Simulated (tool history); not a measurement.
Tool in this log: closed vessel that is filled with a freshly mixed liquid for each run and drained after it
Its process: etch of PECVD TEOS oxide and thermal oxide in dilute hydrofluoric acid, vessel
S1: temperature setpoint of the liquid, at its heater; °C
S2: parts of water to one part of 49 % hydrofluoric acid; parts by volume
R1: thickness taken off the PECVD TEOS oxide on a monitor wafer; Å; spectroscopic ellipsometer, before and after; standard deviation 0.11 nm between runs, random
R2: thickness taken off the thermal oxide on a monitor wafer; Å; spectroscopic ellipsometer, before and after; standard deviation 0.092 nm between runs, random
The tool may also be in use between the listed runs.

Run 1, hour 0.0: S1 22.0 °C, S2 75 parts by volume, time in the liquid (s) 180. Result: R1 441.13 Å, R2 120.64 Å.
Run 2, hour 8.0: S1 25.0 °C, S2 75 parts by volume, time in the liquid (s) 180. Result: R1 497.49 Å, R2 135.90 Å.
Run 3, hour 14.8: S1 25.0 °C, S2 75 parts by volume, time in the liquid (s) 250. Result: R1 687.07 Å, R2 185.80 Å.
Run 4, hour 21.6: S1 22.5 °C, S2 80 parts by volume, time in the liquid (s) 250. Result: R1 580.56 Å, R2 158.41 Å.
Run 5, hour 27.4: S1 21.0 °C, S2 85 parts by volume, time in the liquid (s) 250. Result: R1 511.16 Å, R2 140.11 Å.
Run 6, hour 30.3: S1 20.0 °C, S2 90 parts by volume, time in the liquid (s) 250. Result: R1 462.14 Å, R2 124.49 Å.
Run 7, hour 36.4: S1 19.0 °C, S2 90 parts by volume, time in the liquid (s) 250. Result: R1 441.83 Å, R2 119.13 Å.

What will run 8 give?
Run 8, hour 44.9: S1 18.5 °C, S2 90 parts by volume, time in the liquid (s) 250. Result: R1 ?, R2 ?.

Run 8 gave R1 433.35 Å, R2 118.26 Å.

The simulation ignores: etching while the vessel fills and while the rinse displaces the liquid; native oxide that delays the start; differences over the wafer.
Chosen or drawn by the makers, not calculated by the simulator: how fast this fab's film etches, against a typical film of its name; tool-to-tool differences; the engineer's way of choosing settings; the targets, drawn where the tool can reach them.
